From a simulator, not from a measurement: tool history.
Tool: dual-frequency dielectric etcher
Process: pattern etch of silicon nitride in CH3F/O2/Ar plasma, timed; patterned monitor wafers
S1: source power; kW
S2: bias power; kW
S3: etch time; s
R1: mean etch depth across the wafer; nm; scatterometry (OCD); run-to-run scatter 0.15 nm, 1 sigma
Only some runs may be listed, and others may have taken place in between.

run	day	S1	S2	S3	R1
1	0	0.45	0.055	63	37.385
2	0.325	0.45	0.047	63	35.976
3	0.679	0.42	0.047	63	34.465
4	0.892	0.4	0.046	63	33.158
5	1.104	0.39	0.046	63	32.466
6	1.158	0.34	0.046	63	29.295
7	1.304	0.34	0.046	63	29.5

Forecast run 8:
8	1.662	0.35	0.046	63	?

Logged for run 8: R1 30.265 nm.
